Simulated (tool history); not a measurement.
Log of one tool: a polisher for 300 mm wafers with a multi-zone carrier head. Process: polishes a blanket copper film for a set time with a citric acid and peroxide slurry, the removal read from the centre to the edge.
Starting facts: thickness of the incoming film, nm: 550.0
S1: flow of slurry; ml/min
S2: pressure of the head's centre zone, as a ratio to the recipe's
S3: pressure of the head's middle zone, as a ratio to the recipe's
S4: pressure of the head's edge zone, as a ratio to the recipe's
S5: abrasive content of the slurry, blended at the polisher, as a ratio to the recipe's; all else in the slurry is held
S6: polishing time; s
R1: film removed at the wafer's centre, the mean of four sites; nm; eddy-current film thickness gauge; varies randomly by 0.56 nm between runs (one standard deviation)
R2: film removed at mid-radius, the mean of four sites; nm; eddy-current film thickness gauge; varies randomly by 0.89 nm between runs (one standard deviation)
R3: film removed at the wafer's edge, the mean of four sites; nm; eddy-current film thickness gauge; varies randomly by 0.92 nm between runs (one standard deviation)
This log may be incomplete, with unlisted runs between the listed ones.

run,hour,S1,S2,S3,S4,S5,S6,R1,R2,R3
1,0.0,250,1.00,1.00,1.00,1.00,65,97.634,105.910,109.640
2,5.4,250,1.00,1.00,0.92,1.00,65,96.244,109.050,106.950
3,7.7,245,0.99,0.97,0.91,0.90,65,92.614,100.770,100.810
4,13.3,245,0.99,0.93,0.91,0.90,65,92.770,97.444,102.540
5,14.1,245,0.99,0.98,0.91,0.90,65,93.675,99.585,102.170
6,16.2,245,0.99,0.98,0.97,0.90,65,92.605,101.280,103.790
7,22.7,245,0.99,0.98,0.97,0.90,65,93.983,101.240,103.820

Estimate the outcome of run 8 from the log above:
8,28.5,235,0.97,0.96,0.96,0.85,65,?,?,?

{"run 8": {"R1": 88.829, "R2": 96.763, "R3": 99.794}}
